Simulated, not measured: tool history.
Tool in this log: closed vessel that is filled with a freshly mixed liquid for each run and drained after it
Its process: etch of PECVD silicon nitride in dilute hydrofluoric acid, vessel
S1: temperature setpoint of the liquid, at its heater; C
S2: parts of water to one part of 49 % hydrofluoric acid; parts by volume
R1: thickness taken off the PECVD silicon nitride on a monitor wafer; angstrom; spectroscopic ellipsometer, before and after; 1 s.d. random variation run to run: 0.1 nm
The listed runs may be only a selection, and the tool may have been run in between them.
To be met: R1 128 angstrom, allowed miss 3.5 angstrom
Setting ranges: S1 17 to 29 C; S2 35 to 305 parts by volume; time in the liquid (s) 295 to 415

run 1 hour=0 | S1=21 S2=170 time_in_the_liquid_(s)=415 | R1=68.424
run 2 hour=3.4 | S1=21 S2=195 time_in_the_liquid_(s)=415 | R1=59.867
run 3 hour=5.6 | S1=22 S2=190 time_in_the_liquid_(s)=415 | R1=65.252
run 4 hour=11.7 | S1=22 S2=190 time_in_the_liquid_(s)=415 | R1=65.458
run 5 hour=18.7 | S1=19 S2=190 time_in_the_liquid_(s)=415 | R1=53.896
run 6 hour=27.3 | S1=20.5 S2=185 time_in_the_liquid_(s)=415 | R1=59.842
run 7 hour=31.9 | S1=22 S2=180 time_in_the_liquid_(s)=415 | R1=69.973
run 8 hour=35.9 | S1=23 S2=175 time_in_the_liquid_(s)=415 | R1=76.111
run 9 hour=44.2 | S1=24 S2=170 time_in_the_liquid_(s)=415 | R1=84.087
run 10 hour=48.8 | S1=24.5 S2=170 time_in_the_liquid_(s)=415 | R1=86.984
run 11 hour=55.7 | S1=25 S2=170 time_in_the_liquid_(s)=415 | R1=87.759

Which single option among these 4 for the next run brings every result within its allowed miss of target? Just one does.
run A hour=62.6 | S1=24 S2=110 time_in_the_liquid_(s)=415 | R1=?
run B hour=62.6 | S1=25.5 S2=115 time_in_the_liquid_(s)=415 | R1=?
run C hour=62.6 | S1=29 S2=270 time_in_the_liquid_(s)=305 | R1=?
run D hour=62.6 | S1=27.5 S2=130 time_in_the_liquid_(s)=415 | R1=?

move=A R1=127.96
move=B R1=135.02
move=C R1=52.245
move=D R1=135.77
A: every result lands within tolerance
B: takes the biggest miss from the last run beyond its target
C: the biggest miss grows against the last run
D: takes the biggest miss from the last run beyond its target
Correct choice: A, which meets every target

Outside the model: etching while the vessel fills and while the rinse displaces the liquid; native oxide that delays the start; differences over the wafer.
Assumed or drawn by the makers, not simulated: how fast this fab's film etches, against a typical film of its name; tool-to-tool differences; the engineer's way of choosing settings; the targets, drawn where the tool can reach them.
